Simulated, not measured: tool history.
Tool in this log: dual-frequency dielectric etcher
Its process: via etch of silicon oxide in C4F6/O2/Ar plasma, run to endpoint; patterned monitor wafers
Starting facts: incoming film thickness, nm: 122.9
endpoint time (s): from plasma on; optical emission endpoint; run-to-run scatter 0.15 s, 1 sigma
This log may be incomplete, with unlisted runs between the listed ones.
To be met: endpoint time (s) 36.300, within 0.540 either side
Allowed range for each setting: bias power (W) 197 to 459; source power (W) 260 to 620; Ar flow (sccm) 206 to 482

| run | day | bias power (W) | source power (W) | Ar flow (sccm) | endpoint time (s) |
|---|---|---|---|---|---|
| 1 | 0.000 | 328 | 440 | 344 | 30.780 |
| 2 | 0.333 | 351 | 440 | 344 | 29.743 |
| 3 | 0.417 | 351 | 440 | 307 | 29.416 |
| 4 | 0.629 | 389 | 440 | 307 | 28.324 |
| 5 | 1.004 | 334 | 420 | 311 | 30.603 |
| 6 | 1.362 | 390 | 420 | 311 | 28.973 |
| 7 | 1.400 | 336 | 400 | 313 | 31.226 |
| 8 | 1.646 | 296 | 390 | 314 | 33.293 |
| 9 | 1.996 | 275 | 390 | 314 | 34.145 |
| 10 | 2.217 | 261 | 390 | 314 | 35.179 |

Pick the move, out of 5, that brings all results within their allowed miss; only one does.
| A | 2.438 | 253 | 400 | 316 | ? |
| B | 2.438 | 274 | 380 | 299 | ? |
| C | 2.438 | 266 | 400 | 379 | ? |
| D | 2.438 | 258 | 400 | 328 | ? |
| E | 2.438 | 215 | 440 | 343 | ? |

| move | endpoint time (s) |
|---|---|
| A | 35.176 |
| B | 34.681 |
| C | 35.065 |
| D | 35.025 |
| E | 36.227 |
A: just as far off the targets as the last run
B: lands further from the targets than the last run did
C: lands further from the targets than the last run did
D: lands further from the targets than the last run did
E: in spec on every target
Correct choice: E, which meets every target
